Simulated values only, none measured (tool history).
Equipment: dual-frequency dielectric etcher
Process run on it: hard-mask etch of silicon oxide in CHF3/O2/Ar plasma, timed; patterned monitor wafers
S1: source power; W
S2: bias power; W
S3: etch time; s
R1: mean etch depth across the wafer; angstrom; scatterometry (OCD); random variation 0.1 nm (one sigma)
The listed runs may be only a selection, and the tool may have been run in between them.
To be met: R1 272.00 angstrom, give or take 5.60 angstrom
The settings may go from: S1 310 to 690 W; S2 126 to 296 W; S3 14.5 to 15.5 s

run,hour,S1,S2,S3,R1
1,0.0,500,211,15.5,296.78
2,8.0,480,209,15.5,290.36
3,9.8,480,209,15.5,289.64
4,17.4,570,209,15.5,310.51
5,21.5,570,209,15.5,312.63
6,28.1,570,181,15.5,297.07
7,31.5,550,179,15.5,292.32
8,34.3,530,177,15.5,284.93
9,42.9,520,176,15.5,281.60
10,49.2,510,175,15.5,281.56
11,56.6,500,174,15.5,277.35

Below are 4 possible settings for the next run. Only one of them brings all results inside the allowed miss of their targets. Which is it?
A,64.0,490,191,15.5,?
B,64.0,520,183,15.5,?
C,64.0,470,171,15.5,?
D,64.0,530,178,15.5,?

move,R1
A,285.22
B,287.88
C,270.58
D,287.44
A: its largest miss is bigger than the last run's
B: its largest miss is bigger than the last run's
C: meets every target
D: its largest miss is bigger than the last run's
Correct choice: C, which meets every target
